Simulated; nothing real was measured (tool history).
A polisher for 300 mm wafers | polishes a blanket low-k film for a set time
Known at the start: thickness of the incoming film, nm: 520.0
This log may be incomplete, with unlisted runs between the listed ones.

run,hour,flow of slurry (ml/min),pressure of the wafer on the pad (psi),speed of the pad under the wafer (cm/s),abrasive content of the slurry,polishing time (s),film removed (Å)
1,0.0,320,1.2,124,1.0,103,353.64
2,3.7,315,1.2,124,1.0,103,354.68
3,10.7,315,1.1,124,1.0,103,325.49
4,17.9,310,1.1,124,1.0,103,323.68
5,20.4,305,1.1,124,1.0,103,322.29
6,24.2,305,1.3,124,1.0,103,381.60

Expected results for the next run?
7,29.9,295,1.2,124,1.0,103,?

film removed (Å): 348.43

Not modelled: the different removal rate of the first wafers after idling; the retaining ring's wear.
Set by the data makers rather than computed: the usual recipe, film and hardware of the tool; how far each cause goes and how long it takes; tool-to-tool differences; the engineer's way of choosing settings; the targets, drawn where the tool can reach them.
